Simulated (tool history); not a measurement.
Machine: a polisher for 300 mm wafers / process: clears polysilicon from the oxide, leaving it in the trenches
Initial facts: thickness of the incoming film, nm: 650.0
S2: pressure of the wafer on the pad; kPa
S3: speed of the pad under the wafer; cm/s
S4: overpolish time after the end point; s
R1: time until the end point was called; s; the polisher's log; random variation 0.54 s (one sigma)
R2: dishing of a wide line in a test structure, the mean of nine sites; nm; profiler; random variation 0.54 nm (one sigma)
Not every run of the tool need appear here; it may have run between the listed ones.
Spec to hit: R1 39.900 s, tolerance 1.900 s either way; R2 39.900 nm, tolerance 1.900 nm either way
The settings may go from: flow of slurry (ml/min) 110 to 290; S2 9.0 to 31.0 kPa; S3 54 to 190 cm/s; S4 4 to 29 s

{"run": 1, "day": 0.0, "flow of slurry (ml/min)": 185, "S2": 20.0, "S3": 122, "S4": 15, "R1": 34.871, "R2": 56.158}
{"run": 2, "day": 0.112, "flow of slurry (ml/min)": 185, "S2": 19.3, "S3": 122, "S4": 12, "R1": 35.113, "R2": 56.244}
{"run": 3, "day": 0.467, "flow of slurry (ml/min)": 185, "S2": 19.3, "S3": 142, "S4": 12, "R1": 32.569, "R2": 54.869}
{"run": 4, "day": 0.542, "flow of slurry (ml/min)": 180, "S2": 17.2, "S3": 154, "S4": 10, "R1": 33.665, "R2": 55.304}
{"run": 5, "day": 0.758, "flow of slurry (ml/min)": 205, "S2": 15.2, "S3": 162, "S4": 9, "R1": 36.105, "R2": 54.618}
{"run": 6, "day": 0.842, "flow of slurry (ml/min)": 175, "S2": 15.2, "S3": 162, "S4": 9, "R1": 36.869, "R2": 54.405}
{"run": 7, "day": 0.988, "flow of slurry (ml/min)": 160, "S2": 14.5, "S3": 168, "S4": 8, "R1": 37.345, "R2": 53.057}
{"run": 8, "day": 1.346, "flow of slurry (ml/min)": 110, "S2": 10.3, "S3": 190, "S4": 4, "R1": 49.754, "R2": 35.503}
{"run": 9, "day": 1.458, "flow of slurry (ml/min)": 115, "S2": 11.0, "S3": 190, "S4": 4, "R1": 46.347, "R2": 36.399}
{"run": 10, "day": 1.696, "flow of slurry (ml/min)": 120, "S2": 11.7, "S3": 190, "S4": 4, "R1": 43.863, "R2": 38.041}

Consider the 5 candidate settings below. Which is the only one whose results all fall within their allowed miss of target?
{"run": "A", "day": 1.933, "flow of slurry (ml/min)": 175, "S2": 11.0, "S3": 178, "S4": 5, "R1": "?", "R2": "?"}
{"run": "B", "day": 1.933, "flow of slurry (ml/min)": 140, "S2": 11.0, "S3": 190, "S4": 6, "R1": "?", "R2": "?"}
{"run": "C", "day": 1.933, "flow of slurry (ml/min)": 110, "S2": 13.1, "S3": 190, "S4": 4, "R1": "?", "R2": "?"}
{"run": "D", "day": 1.933, "flow of slurry (ml/min)": 125, "S2": 10.3, "S3": 178, "S4": 6, "R1": "?", "R2": "?"}
{"run": "E", "day": 1.933, "flow of slurry (ml/min)": 125, "S2": 14.5, "S3": 178, "S4": 5, "R1": "?", "R2": "?"}

move=A R1=46.012 R2=41.197
move=B R1=44.996 R2=45.061
move=C R1=39.607 R2=39.736
move=D R1=51.196 R2=42.666
move=E R1=37.168 R2=45.219
A: lands further from the targets than the last run did
B: lands further from the targets than the last run did
C: all results in spec
D: lands further from the targets than the last run did
E: takes the result that was furthest off past its target
C meets every target.

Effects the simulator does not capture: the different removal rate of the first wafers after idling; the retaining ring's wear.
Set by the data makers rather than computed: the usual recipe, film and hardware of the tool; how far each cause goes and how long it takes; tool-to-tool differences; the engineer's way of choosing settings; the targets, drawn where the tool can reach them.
